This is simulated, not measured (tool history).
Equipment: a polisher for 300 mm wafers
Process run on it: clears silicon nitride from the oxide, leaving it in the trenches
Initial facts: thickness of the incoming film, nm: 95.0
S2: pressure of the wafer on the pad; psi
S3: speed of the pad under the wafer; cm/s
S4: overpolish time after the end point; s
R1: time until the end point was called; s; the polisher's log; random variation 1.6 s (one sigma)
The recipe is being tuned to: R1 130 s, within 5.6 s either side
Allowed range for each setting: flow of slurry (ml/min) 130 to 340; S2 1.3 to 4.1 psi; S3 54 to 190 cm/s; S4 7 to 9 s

{"run": 1, "hour": 0.0, "flow of slurry (ml/min)": 220, "S2": 2.7, "S3": 122, "S4": 9, "R1": 84.315}
{"run": 2, "hour": 8.6, "flow of slurry (ml/min)": 170, "S2": 2.7, "S3": 122, "S4": 9, "R1": 87.451}
{"run": 3, "hour": 9.5, "flow of slurry (ml/min)": 170, "S2": 2.7, "S3": 104, "S4": 9, "R1": 100.49}
{"run": 4, "hour": 12.8, "flow of slurry (ml/min)": 170, "S2": 2.6, "S3": 104, "S4": 9, "R1": 102.43}
{"run": 5, "hour": 13.7, "flow of slurry (ml/min)": 170, "S2": 2.5, "S3": 104, "S4": 9, "R1": 105.85}
{"run": 6, "hour": 20.0, "flow of slurry (ml/min)": 190, "S2": 2.5, "S3": 104, "S4": 9, "R1": 105.16}
{"run": 7, "hour": 25.7, "flow of slurry (ml/min)": 190, "S2": 2.4, "S3": 104, "S4": 9, "R1": 106.25}
{"run": 8, "hour": 27.1, "flow of slurry (ml/min)": 190, "S2": 2.3, "S3": 104, "S4": 9, "R1": 108.75}
{"run": 9, "hour": 28.4, "flow of slurry (ml/min)": 190, "S2": 2.2, "S3": 104, "S4": 9, "R1": 113.01}
{"run": 10, "hour": 30.7, "flow of slurry (ml/min)": 190, "S2": 2.1, "S3": 104, "S4": 9, "R1": 116.44}
{"run": 11, "hour": 37.4, "flow of slurry (ml/min)": 190, "S2": 2, "S3": 104, "S4": 9, "R1": 123.15}

Exactly one of the 5 candidate moves below puts every result within its allowed miss. Which one?
{"run": "A", "hour": 44.1, "flow of slurry (ml/min)": 145, "S2": 1.4, "S3": 118, "S4": 9, "R1": "?"}
{"run": "B", "hour": 44.1, "flow of slurry (ml/min)": 180, "S2": 1.4, "S3": 108, "S4": 9, "R1": "?"}
{"run": "C", "hour": 44.1, "flow of slurry (ml/min)": 175, "S2": 1.7, "S3": 112, "S4": 8, "R1": "?"}
{"run": "D", "hour": 44.1, "flow of slurry (ml/min)": 155, "S2": 1.9, "S3": 118, "S4": 9, "R1": "?"}
{"run": "E", "hour": 44.1, "flow of slurry (ml/min)": 165, "S2": 2.3, "S3": 76, "S4": 7, "R1": "?"}

move=A R1=145.57
move=B R1=150.15
move=C R1=129.9
move=D R1=118.38
move=E R1=145.18
A: carries the result that was furthest off beyond its target, to the other side
B: carries the result that was furthest off beyond its target, to the other side
C: meets every target
D: lands further from the targets than the last run did
E: carries the result that was furthest off beyond its target, to the other side
So the answer is move C, the one that meets all the targets.

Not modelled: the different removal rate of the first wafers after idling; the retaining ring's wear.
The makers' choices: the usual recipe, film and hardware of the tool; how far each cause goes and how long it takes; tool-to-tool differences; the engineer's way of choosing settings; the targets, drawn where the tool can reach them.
